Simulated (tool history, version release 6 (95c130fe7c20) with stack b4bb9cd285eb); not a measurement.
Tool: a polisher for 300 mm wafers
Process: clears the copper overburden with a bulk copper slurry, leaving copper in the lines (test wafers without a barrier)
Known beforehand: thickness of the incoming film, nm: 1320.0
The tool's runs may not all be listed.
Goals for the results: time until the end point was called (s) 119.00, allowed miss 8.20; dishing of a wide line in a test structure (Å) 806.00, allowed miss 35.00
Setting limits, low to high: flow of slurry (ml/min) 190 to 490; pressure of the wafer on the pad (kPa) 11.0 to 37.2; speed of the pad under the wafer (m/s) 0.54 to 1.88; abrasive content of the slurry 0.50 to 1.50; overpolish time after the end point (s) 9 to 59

run  hour  flow of slurry (ml/min)  pressure of the wafer on the pad (kPa)  speed of the pad under the wafer (m/s)  abrasive content of the slurry  overpolish time after the end point (s)  time until the end point was called (s)  dishing of a wide line in a test structure (Å)
  1   0.0                      315                                    24.1                                    1.20                            1.00                                       30                                   118.50                                         1399.20
  2   7.2                      315                                    22.1                                    1.28                            1.00                                       27                                   120.43                                         1334.20
  3  15.5                      340                                    20.0                                    1.30                            1.10                                       24                                   121.18                                         1240.90
  4  24.0                      365                                    18.6                                    1.30                            1.15                                       22                                   128.82                                         1155.60
  5  32.1                      385                                    17.2                                    1.34                            1.20                                       20                                   134.17                                         1034.40
  6  39.7                      400                                    16.5                                    1.38                            1.25                                       18                                   128.84                                         1005.50
  7  46.9                      415                                    15.9                                    1.42                            1.30                                       17                                   130.05                                          964.59
  8  55.0                      425                                    15.2                                    1.46                            1.35                                       16                                   127.52                                          915.39
  9  63.9                      450                                    13.8                                    1.58                            1.45                                        9                                   124.98                                          625.92
 10  69.3                      450                                    14.5                                    1.54                            1.45                                        9                                   124.93                                          640.54
 11  74.0                      450                                    18.6                                    1.42                            1.45                                       23                                   110.95                                         1251.50

Which single option among these 4 for the next run brings every result within its allowed miss of target? Just one does.
  A  78.7                      475                                    13.8                                    1.62                            1.50                                       12                                        ?                                               ?
  B  78.7                      330                                    17.2                                    1.44                            1.40                                       14                                        ?                                               ?
  C  78.7                      470                                    16.5                                    1.20                            1.45                                       17                                        ?                                               ?
  D  78.7                      415                                    15.9                                    1.54                            1.30                                       15                                        ?                                               ?

move  time until the end point was called (s)  dishing of a wide line in a test structure (Å)
   A                                   120.03                                          798.63
   B                                   118.08                                          916.86
   C                                   140.69                                          922.05
   D                                   118.64                                          941.11
A: hits every target within its allowed miss
B: nearer than the last run, and not there yet
C: nearer than the last run, and not there yet
D: nearer than the last run, and not there yet
The right move is A.
